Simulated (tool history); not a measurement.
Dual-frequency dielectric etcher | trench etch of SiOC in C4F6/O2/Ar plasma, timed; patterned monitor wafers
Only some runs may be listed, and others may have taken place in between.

run  hour  source power (kW)  bias power (kW)  etch time (s)  mean etch depth across the wafer (Å)
  1   0.0              0.360            0.131             21                                393.40
  2   0.6              0.380            0.133             21                                396.21
  3   2.3              0.340            0.133             21                                384.57
  4   7.3              0.360            0.136             21                                390.89
  5   9.4              0.380            0.139             21                                404.26
  6  13.8              0.380            0.139             21                                403.87
  7  20.0              0.390            0.141             21                                408.43
  8  26.5              0.400            0.143             21                                413.11

The next listed run, before its measurement:
  9  28.4              0.410            0.144             21                                     ?

Run 9 measured mean etch depth across the wafer (Å) 417.53.
